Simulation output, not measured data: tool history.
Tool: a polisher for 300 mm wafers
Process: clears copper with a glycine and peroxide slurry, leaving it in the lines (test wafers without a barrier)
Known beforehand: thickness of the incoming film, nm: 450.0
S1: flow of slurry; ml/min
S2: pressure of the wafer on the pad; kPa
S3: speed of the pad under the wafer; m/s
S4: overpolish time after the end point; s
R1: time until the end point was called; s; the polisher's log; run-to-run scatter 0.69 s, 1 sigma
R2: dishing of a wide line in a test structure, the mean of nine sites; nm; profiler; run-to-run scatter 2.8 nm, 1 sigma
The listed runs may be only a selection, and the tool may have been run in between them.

run 1 hour=0.0 | S1=205 S2=24.1 S3=0.92 S4=23 | R1=66.070 R2=88.192
run 2 hour=1.4 | S1=230 S2=24.1 S3=0.92 S4=23 | R1=64.693 R2=89.294
run 3 hour=5.6 | S1=230 S2=29.6 S3=0.92 S4=23 | R1=55.796 R2=102.350
run 4 hour=13.1 | S1=250 S2=29.6 S3=0.92 S4=23 | R1=54.035 R2=103.580
run 5 hour=17.7 | S1=250 S2=31.0 S3=0.92 S4=24 | R1=52.482 R2=110.420
run 6 hour=25.2 | S1=250 S2=27.6 S3=0.92 S4=24 | R1=58.281 R2=101.580

Expected results for the next run?
run 7 hour=27.6 | S1=250 S2=29.6 S3=0.92 S4=25 | R1=? R2=?

Run 7 came out at R1 54.391 s, R2 110.920 nm.
